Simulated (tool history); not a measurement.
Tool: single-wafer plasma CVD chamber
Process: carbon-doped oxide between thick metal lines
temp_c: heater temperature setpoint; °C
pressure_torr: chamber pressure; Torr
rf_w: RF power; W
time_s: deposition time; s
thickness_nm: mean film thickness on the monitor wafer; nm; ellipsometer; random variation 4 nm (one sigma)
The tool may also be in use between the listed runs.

run	hour	temp_c	pressure_torr	rf_w	time_s	thickness_nm
1	0.0	365	6.22	570	187	1035.90
2	1.9	365	6.22	630	187	1096.80
3	10.6	367	5.90	600	186	1045.00
4	12.4	370	5.50	590	186	1024.00
5	19.1	370	5.50	590	187	1024.60
6	26.6	372	5.18	580	187	1007.90
7	30.0	376	4.64	520	186	912.95

Expected results for the next run?
8	32.4	375	4.77	520	186	?

thickness_nm: 920.68 nm
